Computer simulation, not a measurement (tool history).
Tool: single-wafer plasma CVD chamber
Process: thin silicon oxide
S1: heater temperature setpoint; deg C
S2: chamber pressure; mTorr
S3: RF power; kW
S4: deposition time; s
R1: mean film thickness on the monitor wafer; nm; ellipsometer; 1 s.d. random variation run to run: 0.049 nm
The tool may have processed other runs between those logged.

run,day,S1,S2,S3,S4,R1
1,0,405,692,0.22,7.5,10.851
2,0.025,405,692,0.205,7.5,10.559
3,0.162,405,692,0.18,7.5,9.9955
4,0.196,405,748,0.18,7.5,10.567
5,0.242,409,748,0.18,7.5,10.641
6,0.471,409,748,0.18,7.5,10.587
7,0.717,409,748,0.18,7.5,10.749
8,0.929,409,717,0.18,7.5,10.236
9,1.167,409,692,0.18,7.5,9.9677
10,1.238,409,670,0.18,7.5,9.7451
11,1.288,409,651,0.18,7.5,9.6522
12,1.342,409,631,0.18,7.5,9.4376
13,1.621,409,615,0.18,7.5,9.191

Run 14, settings as shown, results not yet in. Your forecast:
14,1.925,409,605,0.18,7.5,?

R1: 9.068 nm

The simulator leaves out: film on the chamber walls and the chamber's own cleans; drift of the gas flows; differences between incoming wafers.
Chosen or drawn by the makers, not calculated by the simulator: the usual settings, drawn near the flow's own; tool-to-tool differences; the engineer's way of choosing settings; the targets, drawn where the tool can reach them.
